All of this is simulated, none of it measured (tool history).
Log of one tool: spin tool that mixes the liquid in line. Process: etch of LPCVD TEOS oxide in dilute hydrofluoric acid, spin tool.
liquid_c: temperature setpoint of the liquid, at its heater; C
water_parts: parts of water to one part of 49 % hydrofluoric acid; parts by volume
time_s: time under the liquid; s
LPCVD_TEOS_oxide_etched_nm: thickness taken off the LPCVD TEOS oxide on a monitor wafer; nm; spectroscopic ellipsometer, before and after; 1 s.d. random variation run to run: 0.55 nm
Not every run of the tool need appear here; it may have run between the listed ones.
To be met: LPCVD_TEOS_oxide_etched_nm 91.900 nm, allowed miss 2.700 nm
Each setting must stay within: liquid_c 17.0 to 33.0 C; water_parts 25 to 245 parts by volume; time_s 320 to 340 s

run    day  liquid_c  water_parts  time_s  LPCVD_TEOS_oxide_etched_nm
  1  0.000      25.0          135     320                      49.130
  2  0.358      25.0          175     320                      36.320
  3  0.721      26.5          155     320                      44.178
  4  0.871      29.0          155     320                      48.994
  5  1.192      29.0          135     320                      57.200
  6  1.425      29.0          105     320                      76.298
  7  1.754      30.0          105     320                      79.604
  8  1.979      30.5          105     320                      81.137
  9  2.042      31.0          105     320                      82.644

Which single option among these 4 for the next run brings every result within its allowed miss of target? Just one does.
  A  2.104      31.0          110     320                           ?
  B  2.104      31.5           90     320                           ?
  C  2.104      32.0          105     340                           ?
  D  2.104      30.5          120     320                           ?

move  LPCVD_TEOS_oxide_etched_nm
   A                      79.380
   B                     101.750
   C                      92.328
   D                      70.445
A: further off than the last run
B: the result that was furthest off in the last run now lies on the other side of its target
C: all results land within tolerance of their targets
D: further off than the last run
Go with C: it meets all targets.
